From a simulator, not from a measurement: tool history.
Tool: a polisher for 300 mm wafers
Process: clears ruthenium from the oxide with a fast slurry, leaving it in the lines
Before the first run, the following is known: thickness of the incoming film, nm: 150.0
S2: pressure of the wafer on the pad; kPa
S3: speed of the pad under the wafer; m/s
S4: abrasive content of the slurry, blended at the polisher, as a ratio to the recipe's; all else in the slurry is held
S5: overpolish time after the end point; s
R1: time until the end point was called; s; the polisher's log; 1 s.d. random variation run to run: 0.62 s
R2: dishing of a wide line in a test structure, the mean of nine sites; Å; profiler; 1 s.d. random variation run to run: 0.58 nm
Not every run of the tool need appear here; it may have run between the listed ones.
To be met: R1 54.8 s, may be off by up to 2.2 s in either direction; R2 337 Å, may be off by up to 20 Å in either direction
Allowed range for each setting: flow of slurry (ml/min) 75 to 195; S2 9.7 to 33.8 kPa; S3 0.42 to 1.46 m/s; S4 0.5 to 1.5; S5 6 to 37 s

run 1 hour=0 | flow_of_slurry_(ml/min)=125 S2=21.4 S3=0.94 S4=1 S5=19 | R1=38.935 R2=647.38
run 2 hour=3.4 | flow_of_slurry_(ml/min)=125 S2=19.3 S3=0.94 S4=1 S5=17 | R1=42.345 R2=517.62
run 3 hour=6.2 | flow_of_slurry_(ml/min)=120 S2=17.9 S3=0.94 S4=1 S5=16 | R1=46.852 R2=461.9
run 4 hour=13.7 | flow_of_slurry_(ml/min)=120 S2=17.9 S3=0.94 S4=1.1 S5=16 | R1=46.006 R2=488.49
-- hour=17.3 head pressure recalibrated
run 5 hour=17.3 | flow_of_slurry_(ml/min)=120 S2=17.9 S3=0.94 S4=1.3 S5=16 | R1=46.829 R2=485.51
run 6 hour=24.8 | flow_of_slurry_(ml/min)=120 S2=17.9 S3=0.94 S4=1.3 S5=13 | R1=45.944 R2=403.79
run 7 hour=27.2 | flow_of_slurry_(ml/min)=115 S2=17.2 S3=0.94 S4=1.3 S5=13 | R1=48.572 R2=385.36
run 8 hour=32.9 | flow_of_slurry_(ml/min)=110 S2=16.5 S3=0.94 S4=1.3 S5=13 | R1=51.066 R2=357.41
run 9 hour=38.9 | flow_of_slurry_(ml/min)=105 S2=16.5 S3=0.94 S4=1.3 S5=13 | R1=52.898 R2=365.79

Exactly one of the 5 candidate moves below puts every result within its allowed miss. Which one?
run A hour=44.9 | flow_of_slurry_(ml/min)=90 S2=15.2 S3=0.94 S4=1.25 S5=16 | R1=? R2=?
run B hour=44.9 | flow_of_slurry_(ml/min)=95 S2=16.5 S3=0.84 S4=1.35 S5=17 | R1=? R2=?
run C hour=44.9 | flow_of_slurry_(ml/min)=95 S2=14.5 S3=1.04 S4=1.2 S5=13 | R1=? R2=?
run D hour=44.9 | flow_of_slurry_(ml/min)=115 S2=17.9 S3=0.84 S4=1.45 S5=14 | R1=? R2=?
run E hour=44.9 | flow_of_slurry_(ml/min)=75 S2=18.6 S3=0.9 S4=1.05 S5=17 | R1=? R2=?

move=A R1=58.272 R2=382.07
move=B R1=57.624 R2=408.3
move=C R1=55.232 R2=330.95
move=D R1=50.095 R2=388.38
move=E R1=55.259 R2=424.35
A: lands further from the targets than the last run did
B: lands further from the targets than the last run did
C: each result inside its tolerance
D: lands further from the targets than the last run did
E: lands further from the targets than the last run did
So the answer is move C, the one that meets all the targets.

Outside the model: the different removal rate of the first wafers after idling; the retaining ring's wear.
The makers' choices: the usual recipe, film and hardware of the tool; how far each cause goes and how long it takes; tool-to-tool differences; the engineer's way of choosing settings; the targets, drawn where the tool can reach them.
